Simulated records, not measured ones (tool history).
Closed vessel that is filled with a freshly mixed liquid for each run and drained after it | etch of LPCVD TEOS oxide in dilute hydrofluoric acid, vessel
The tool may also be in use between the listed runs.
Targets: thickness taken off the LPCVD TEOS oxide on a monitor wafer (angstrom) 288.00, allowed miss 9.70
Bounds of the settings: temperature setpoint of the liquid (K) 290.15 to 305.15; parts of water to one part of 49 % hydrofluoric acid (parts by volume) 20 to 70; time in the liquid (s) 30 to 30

run	day	temperature setpoint of the liquid (K)	parts of water to one part of 49 % hydrofluoric acid (parts by volume)	time in the liquid (s)	thickness taken off the LPCVD TEOS oxide on a monitor wafer (angstrom)
1	0.000	297.15	40	30	330.90
2	0.296	296.65	40	30	323.62
3	0.438	298.65	40	30	353.61
4	0.808	300.15	40	30	379.18
5	0.854	299.65	40	30	361.97
6	0.896	299.65	25	30	595.66
7	1.112	298.65	25	30	565.55
8	1.246	297.65	25	30	554.31
9	1.517	297.15	25	30	535.21
10	1.612	296.65	25	30	532.18
11	1.904	296.15	25	30	523.58
12	2.083	295.65	25	30	505.56
13	2.288	291.65	40	30	261.71
14	2.654	292.65	40	30	275.95

Which of these 4 next moves meets every target?
A	3.021	291.65	40	30	?
B	3.021	293.65	40	30	?
C	3.021	296.15	40	30	?
D	3.021	295.15	45	30	?

move	thickness taken off the LPCVD TEOS oxide on a monitor wafer (angstrom)
A	267.35
B	291.32
C	323.74
D	274.20
A: further off than the last run
B: meets every target
C: takes the result that was furthest off past its target
D: further off than the last run
Move B is the one to make.
